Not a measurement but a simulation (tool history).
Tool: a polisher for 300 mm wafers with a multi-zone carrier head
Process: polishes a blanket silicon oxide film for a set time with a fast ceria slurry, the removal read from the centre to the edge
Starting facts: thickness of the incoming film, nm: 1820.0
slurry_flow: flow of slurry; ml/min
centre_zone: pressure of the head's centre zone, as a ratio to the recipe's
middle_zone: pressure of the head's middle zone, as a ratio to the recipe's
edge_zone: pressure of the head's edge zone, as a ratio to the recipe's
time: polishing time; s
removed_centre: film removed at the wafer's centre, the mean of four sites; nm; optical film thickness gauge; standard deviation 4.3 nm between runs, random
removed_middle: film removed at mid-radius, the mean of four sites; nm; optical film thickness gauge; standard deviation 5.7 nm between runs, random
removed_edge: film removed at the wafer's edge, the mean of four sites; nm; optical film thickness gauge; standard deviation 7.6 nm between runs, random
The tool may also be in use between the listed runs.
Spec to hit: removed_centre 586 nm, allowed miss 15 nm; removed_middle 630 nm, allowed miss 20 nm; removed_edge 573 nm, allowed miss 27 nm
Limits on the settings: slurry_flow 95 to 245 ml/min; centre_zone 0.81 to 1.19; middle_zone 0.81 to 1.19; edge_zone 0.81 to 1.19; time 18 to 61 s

{"run": 1, "hour": 0.0, "slurry_flow": 155, "centre_zone": 1, "middle_zone": 1, "edge_zone": 1, "time": 39, "removed_centre": 522.39, "removed_middle": 543.47, "removed_edge": 529.4}
{"run": 2, "hour": 7.4, "slurry_flow": 155, "centre_zone": 1, "middle_zone": 1, "edge_zone": 1, "time": 31, "removed_centre": 422.89, "removed_middle": 433.1, "removed_edge": 431.26}
{"run": 3, "hour": 12.1, "slurry_flow": 175, "centre_zone": 1, "middle_zone": 1, "edge_zone": 1, "time": 31, "removed_centre": 427.19, "removed_middle": 438.32, "removed_edge": 420.64}
{"run": 4, "hour": 19.5, "slurry_flow": 175, "centre_zone": 1, "middle_zone": 1, "edge_zone": 1.03, "time": 31, "removed_centre": 425.7, "removed_middle": 448.68, "removed_edge": 441.42}
{"run": 5, "hour": 24.0, "slurry_flow": 180, "centre_zone": 1.03, "middle_zone": 1.03, "edge_zone": 1.05, "time": 32, "removed_centre": 449.18, "removed_middle": 479.78, "removed_edge": 460.37}
{"run": 6, "hour": 30.2, "slurry_flow": 180, "centre_zone": 1.03, "middle_zone": 1.03, "edge_zone": 0.98, "time": 32, "removed_centre": 447.64, "removed_middle": 468.93, "removed_edge": 431.55}
{"run": 7, "hour": 35.1, "slurry_flow": 185, "centre_zone": 1.06, "middle_zone": 1.04, "edge_zone": 1.01, "time": 33, "removed_centre": 478.3, "removed_middle": 492.96, "removed_edge": 467.45}
{"run": 8, "hour": 37.3, "slurry_flow": 190, "centre_zone": 1.08, "middle_zone": 1.06, "edge_zone": 1.02, "time": 34, "removed_centre": 500.04, "removed_middle": 519.11, "removed_edge": 481.86}
{"run": 9, "hour": 42.3, "slurry_flow": 195, "centre_zone": 1.1, "middle_zone": 1.08, "edge_zone": 1.04, "time": 34, "removed_centre": 506.4, "removed_middle": 525.52, "removed_edge": 474.91}
{"run": 10, "hour": 48.0, "slurry_flow": 200, "centre_zone": 1.1, "middle_zone": 1.09, "edge_zone": 1.06, "time": 35, "removed_centre": 521.17, "removed_middle": 541.23, "removed_edge": 488.24}
{"run": 11, "hour": 53.0, "slurry_flow": 195, "centre_zone": 1.1, "middle_zone": 1.1, "edge_zone": 1.08, "time": 36, "removed_centre": 538.58, "removed_middle": 560.59, "removed_edge": 507.19}
{"run": 12, "hour": 57.0, "slurry_flow": 200, "centre_zone": 1.1, "middle_zone": 1.1, "edge_zone": 1.1, "time": 37, "removed_centre": 554.42, "removed_middle": 587.39, "removed_edge": 549.42}
{"run": 13, "hour": 62.5, "slurry_flow": 205, "centre_zone": 1.11, "middle_zone": 1.11, "edge_zone": 1.1, "time": 37, "removed_centre": 566.91, "removed_middle": 592.6, "removed_edge": 539.37}
{"run": 14, "hour": 68.2, "slurry_flow": 210, "centre_zone": 1.11, "middle_zone": 1.11, "edge_zone": 1.11, "time": 37, "removed_centre": 573, "removed_middle": 586.19, "removed_edge": 539.39}

Consider the 4 candidate settings below. Which is the only one whose results all fall within their allowed miss of target?
{"run": "A", "hour": 73.9, "slurry_flow": 165, "centre_zone": 1.08, "middle_zone": 1.09, "edge_zone": 1.04, "time": 41, "removed_centre": "?", "removed_middle": "?", "removed_edge": "?"}
{"run": "B", "hour": 73.9, "slurry_flow": 200, "centre_zone": 1.09, "middle_zone": 1.1, "edge_zone": 1.18, "time": 36, "removed_centre": "?", "removed_middle": "?", "removed_edge": "?"}
{"run": "C", "hour": 73.9, "slurry_flow": 220, "centre_zone": 1.13, "middle_zone": 1.15, "edge_zone": 0.98, "time": 37, "removed_centre": "?", "removed_middle": "?", "removed_edge": "?"}
{"run": "D", "hour": 73.9, "slurry_flow": 220, "centre_zone": 1.19, "middle_zone": 1.19, "edge_zone": 0.9, "time": 36, "removed_centre": "?", "removed_middle": "?", "removed_edge": "?"}

move=A removed_centre=589.96 removed_middle=630.93 removed_edge=573.32
move=B removed_centre=536.28 removed_middle=572.3 removed_edge=536.73
move=C removed_centre=573.1 removed_middle=618.12 removed_edge=520.28
move=D removed_centre=579.16 removed_middle=619.36 removed_edge=492.03
A: every result within its allowed miss
B: moves away from the targets compared with the last run
C: brings the result that was furthest off to its target, and leaves another outside
D: brings the result that was furthest off to its target, and leaves another outside
Go with A: it meets all targets.

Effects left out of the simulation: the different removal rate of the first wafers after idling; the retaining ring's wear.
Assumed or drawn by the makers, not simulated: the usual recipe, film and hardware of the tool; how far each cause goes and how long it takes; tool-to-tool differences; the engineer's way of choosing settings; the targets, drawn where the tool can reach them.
